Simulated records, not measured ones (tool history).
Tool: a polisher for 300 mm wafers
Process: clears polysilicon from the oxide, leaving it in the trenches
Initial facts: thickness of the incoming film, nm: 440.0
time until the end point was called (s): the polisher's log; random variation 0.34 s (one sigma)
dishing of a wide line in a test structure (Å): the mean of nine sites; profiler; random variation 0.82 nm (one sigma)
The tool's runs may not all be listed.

run  hour  flow of slurry (ml/min)  pressure of the wafer on the pad (psi)  speed of the pad under the wafer (m/s)  overpolish time after the end point (s)  time until the end point was called (s)  dishing of a wide line in a test structure (Å)
  1   0.0                      155                                     3.0                                    1.20                                       17                                   27.188                                          713.32
  2   8.9                      155                                     3.3                                    1.22                                       13                                   23.442                                          671.35
  3  17.4                      155                                     2.9                                    1.22                                       13                                   26.638                                          665.80
  4  19.0                      155                                     2.9                                    1.48                                       13                                   23.464                                          685.71
  5  25.9                      155                                     3.5                                    1.48                                       13                                   19.599                                          700.42
  6  32.4                      155                                     3.2                                    1.48                                       13                                   22.035                                          690.69
  7  38.0                      170                                     3.7                                    1.24                                       10                                   20.906                                          674.80

Predict the results of run 8:
  8  45.2                      145                                     4.0                                    1.18                                        8                                        ?                                               ?

Run 8 produced time until the end point was called (s) 20.374, dishing of a wide line in a test structure (Å) 657.51.
